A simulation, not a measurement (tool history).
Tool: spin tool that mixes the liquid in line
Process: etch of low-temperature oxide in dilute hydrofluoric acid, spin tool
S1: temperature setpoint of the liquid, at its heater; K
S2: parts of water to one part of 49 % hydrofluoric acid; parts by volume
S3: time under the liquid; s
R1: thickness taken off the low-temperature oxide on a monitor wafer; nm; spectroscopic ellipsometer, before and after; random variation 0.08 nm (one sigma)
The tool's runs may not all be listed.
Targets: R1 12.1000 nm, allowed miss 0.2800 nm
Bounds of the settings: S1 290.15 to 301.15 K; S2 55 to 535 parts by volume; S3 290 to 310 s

| run | day | S1 | S2 | S3 | R1 |
|---|---|---|---|---|---|
| 1 | 0.000 | 293.15 | 295 | 290 | 9.8581 |
| 2 | 0.058 | 294.15 | 295 | 290 | 10.2840 |
| 3 | 0.088 | 294.65 | 295 | 290 | 10.4100 |
| 4 | 0.442 | 295.15 | 295 | 290 | 10.7230 |
| 5 | 0.592 | 295.65 | 295 | 290 | 10.8790 |
| 6 | 0.667 | 295.65 | 350 | 290 | 8.6874 |
| 7 | 0.892 | 296.65 | 345 | 290 | 9.1602 |
| 8 | 1.262 | 296.65 | 345 | 290 | 9.2673 |
| 9 | 1.325 | 297.15 | 340 | 290 | 9.6222 |

5 next moves are on the table. One of them brings every result within its allowed miss. Which?
| A | 1.388 | 296.65 | 305 | 310 | ? |
| B | 1.388 | 296.15 | 300 | 310 | ? |
| C | 1.388 | 295.65 | 305 | 305 | ? |
| D | 1.388 | 298.65 | 300 | 310 | ? |
| E | 1.388 | 297.65 | 285 | 290 | ? |

| move | R1 |
|---|---|
| A | 11.5490 |
| B | 11.5930 |
| C | 10.9710 |
| D | 12.6410 |
| E | 12.2080 |
A: nearer than the last run, and not there yet
B: nearer than the last run, and not there yet
C: nearer than the last run, and not there yet
D: takes the result that was furthest off past its target
E: meets every target
The right move is E.

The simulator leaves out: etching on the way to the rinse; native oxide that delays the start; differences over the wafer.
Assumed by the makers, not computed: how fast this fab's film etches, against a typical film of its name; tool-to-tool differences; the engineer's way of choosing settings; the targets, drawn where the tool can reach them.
